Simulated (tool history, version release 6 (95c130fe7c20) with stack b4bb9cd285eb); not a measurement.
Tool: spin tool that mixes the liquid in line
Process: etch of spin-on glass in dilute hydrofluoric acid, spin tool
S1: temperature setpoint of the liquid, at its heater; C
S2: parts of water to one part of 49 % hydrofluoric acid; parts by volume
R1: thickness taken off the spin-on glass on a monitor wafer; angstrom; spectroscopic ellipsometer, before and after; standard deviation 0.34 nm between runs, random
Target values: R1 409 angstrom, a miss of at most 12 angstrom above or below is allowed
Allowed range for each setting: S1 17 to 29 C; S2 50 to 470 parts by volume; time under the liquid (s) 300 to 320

{"run": 1, "hour": 0.0, "S1": 21, "S2": 260, "time under the liquid (s)": 300, "R1": 262.13}
{"run": 2, "hour": 4.0, "S1": 23, "S2": 260, "time under the liquid (s)": 300, "R1": 278.59}
{"run": 3, "hour": 8.3, "S1": 23.5, "S2": 255, "time under the liquid (s)": 300, "R1": 290.61}
{"run": 4, "hour": 16.6, "S1": 23.5, "S2": 255, "time under the liquid (s)": 320, "R1": 309.58}
{"run": 5, "hour": 25.1, "S1": 23.5, "S2": 255, "time under the liquid (s)": 320, "R1": 317.07}
{"run": 6, "hour": 27.5, "S1": 26, "S2": 255, "time under the liquid (s)": 320, "R1": 347.73}
{"run": 7, "hour": 31.0, "S1": 26.5, "S2": 255, "time under the liquid (s)": 320, "R1": 351.2}
{"run": 8, "hour": 37.4, "S1": 28, "S2": 245, "time under the liquid (s)": 320, "R1": 379.41}

Exercise: of the 4 proposed moves below, exactly one satisfies all targets within the stated allowed misses. Which move is it?
{"run": "A", "hour": 43.8, "S1": 28, "S2": 220, "time under the liquid (s)": 300, "R1": "?"}
{"run": "B", "hour": 43.8, "S1": 29, "S2": 250, "time under the liquid (s)": 320, "R1": "?"}
{"run": "C", "hour": 43.8, "S1": 29, "S2": 220, "time under the liquid (s)": 310, "R1": "?"}
{"run": "D", "hour": 43.8, "S1": 27.5, "S2": 220, "time under the liquid (s)": 320, "R1": "?"}

move=A R1=418.95
move=B R1=393.27
move=C R1=448.18
move=D R1=439.14
A: every result within its allowed miss
B: better than the last run, though not everything is in spec
C: moves the result that the last run missed by most past its target, out the other side
D: moves the result that the last run missed by most past its target, out the other side
Move A is the one to make.
